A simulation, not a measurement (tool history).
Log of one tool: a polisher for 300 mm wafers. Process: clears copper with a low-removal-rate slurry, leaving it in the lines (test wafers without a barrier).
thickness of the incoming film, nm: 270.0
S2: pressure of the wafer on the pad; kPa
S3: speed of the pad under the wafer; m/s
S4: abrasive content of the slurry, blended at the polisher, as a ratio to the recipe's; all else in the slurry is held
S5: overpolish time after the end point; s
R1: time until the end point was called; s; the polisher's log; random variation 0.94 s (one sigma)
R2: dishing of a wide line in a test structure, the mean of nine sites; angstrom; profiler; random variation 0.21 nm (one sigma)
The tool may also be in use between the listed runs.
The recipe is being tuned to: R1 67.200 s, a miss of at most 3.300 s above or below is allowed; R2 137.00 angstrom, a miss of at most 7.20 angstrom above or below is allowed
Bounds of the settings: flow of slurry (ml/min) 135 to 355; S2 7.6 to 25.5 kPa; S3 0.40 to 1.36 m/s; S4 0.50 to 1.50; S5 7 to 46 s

{"run": 1, "hour": 0.0, "flow of slurry (ml/min)": 225, "S2": 16.5, "S3": 0.88, "S4": 1.0, "S5": 24, "R1": 124.88, "R2": 189.13}
{"run": 2, "hour": 4.8, "flow of slurry (ml/min)": 225, "S2": 19.3, "S3": 0.88, "S4": 1.0, "S5": 24, "R1": 103.9, "R2": 205.06}
{"run": 3, "hour": 7.6, "flow of slurry (ml/min)": 225, "S2": 19.3, "S3": 0.7, "S4": 1.0, "S5": 24, "R1": 122.24, "R2": 193.12}
{"run": 4, "hour": 11.0, "flow of slurry (ml/min)": 225, "S2": 19.3, "S3": 0.58, "S4": 1.0, "S5": 24, "R1": 134.73, "R2": 188.67}
{"run": 5, "hour": 12.9, "flow of slurry (ml/min)": 170, "S2": 19.3, "S3": 0.58, "S4": 1.0, "S5": 24, "R1": 147.72, "R2": 178.46}
{"run": 6, "hour": 21.0, "flow of slurry (ml/min)": 165, "S2": 19.3, "S3": 0.66, "S4": 1.0, "S5": 22, "R1": 139.21, "R2": 174.68}
{"hour": 27.7, "done": "slurry nozzle cleaned"}
{"run": 7, "hour": 27.7, "flow of slurry (ml/min)": 165, "S2": 19.3, "S3": 0.66, "S4": 1.0, "S5": 22, "R1": 122.66, "R2": 186.5}
{"run": 8, "hour": 32.9, "flow of slurry (ml/min)": 180, "S2": 19.3, "S3": 0.9, "S4": 1.1, "S5": 11, "R1": 96.845, "R2": 142.13}

Which single option among these 4 for the next run brings every result within its allowed miss of target? Just one does.
{"run": "A", "hour": 38.1, "flow of slurry (ml/min)": 175, "S2": 25.5, "S3": 0.82, "S4": 1.1, "S5": 7, "R1": "?", "R2": "?"}
{"run": "B", "hour": 38.1, "flow of slurry (ml/min)": 145, "S2": 14.5, "S3": 0.6, "S4": 1.05, "S5": 18, "R1": "?", "R2": "?"}
{"run": "C", "hour": 38.1, "flow of slurry (ml/min)": 190, "S2": 22.8, "S3": 0.96, "S4": 1.2, "S5": 7, "R1": "?", "R2": "?"}
{"run": "D", "hour": 38.1, "flow of slurry (ml/min)": 190, "S2": 23.4, "S3": 1.1, "S4": 1.15, "S5": 7, "R1": "?", "R2": "?"}

move=A R1=77.403 R2=122.51
move=B R1=170.060 R2=134.03
move=C R1=75.754 R2=124.06
move=D R1=67.391 R2=134.36
A: moves toward the targets from the last run without getting all of them in spec
B: lands further from the targets than the last run did
C: moves toward the targets from the last run without getting all of them in spec
D: meets every target
Answer: D

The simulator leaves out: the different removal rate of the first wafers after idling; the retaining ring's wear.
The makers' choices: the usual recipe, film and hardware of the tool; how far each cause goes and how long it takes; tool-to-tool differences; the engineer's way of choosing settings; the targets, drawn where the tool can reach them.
